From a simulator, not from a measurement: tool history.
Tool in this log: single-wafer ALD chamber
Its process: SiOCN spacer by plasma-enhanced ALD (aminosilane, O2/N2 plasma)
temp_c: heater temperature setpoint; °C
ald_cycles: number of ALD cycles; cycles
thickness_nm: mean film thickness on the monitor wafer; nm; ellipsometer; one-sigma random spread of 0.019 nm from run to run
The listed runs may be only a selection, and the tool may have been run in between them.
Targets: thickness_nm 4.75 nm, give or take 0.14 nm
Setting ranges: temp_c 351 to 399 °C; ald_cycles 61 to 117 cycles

run 1 hour=0 | temp_c=375 ald_cycles=89 | thickness_nm=6.1236
run 2 hour=4.6 | temp_c=384 ald_cycles=89 | thickness_nm=6.1121
run 3 hour=11.9 | temp_c=384 ald_cycles=83 | thickness_nm=5.6617
run 4 hour=15.8 | temp_c=384 ald_cycles=79 | thickness_nm=5.4304
run 5 hour=18.9 | temp_c=379 ald_cycles=79 | thickness_nm=5.4489
run 6 hour=26 | temp_c=372 ald_cycles=79 | thickness_nm=5.4573
run 7 hour=32.9 | temp_c=372 ald_cycles=76 | thickness_nm=5.2423
run 8 hour=34.7 | temp_c=372 ald_cycles=74 | thickness_nm=5.1085
run 9 hour=38.9 | temp_c=372 ald_cycles=73 | thickness_nm=5.0163
run 10 hour=47.6 | temp_c=372 ald_cycles=72 | thickness_nm=4.9679
run 11 hour=55.8 | temp_c=372 ald_cycles=71 | thickness_nm=4.8934

Consider the 5 candidate settings below. Which is the only one whose results all fall within their allowed miss of target?
run A hour=64 | temp_c=366 ald_cycles=75 | thickness_nm=?
run B hour=64 | temp_c=373 ald_cycles=73 | thickness_nm=?
run C hour=64 | temp_c=362 ald_cycles=65 | thickness_nm=?
run D hour=64 | temp_c=379 ald_cycles=69 | thickness_nm=?
run E hour=64 | temp_c=387 ald_cycles=76 | thickness_nm=?

move=A thickness_nm=5.1685
move=B thickness_nm=5.0307
move=C thickness_nm=4.4794
move=D thickness_nm=4.7551
move=E thickness_nm=5.2375
A: further off than the last run
B: further off than the last run
C: pushes the last run's worst result past its target
D: hits every target within its allowed miss
E: further off than the last run
D meets every target.

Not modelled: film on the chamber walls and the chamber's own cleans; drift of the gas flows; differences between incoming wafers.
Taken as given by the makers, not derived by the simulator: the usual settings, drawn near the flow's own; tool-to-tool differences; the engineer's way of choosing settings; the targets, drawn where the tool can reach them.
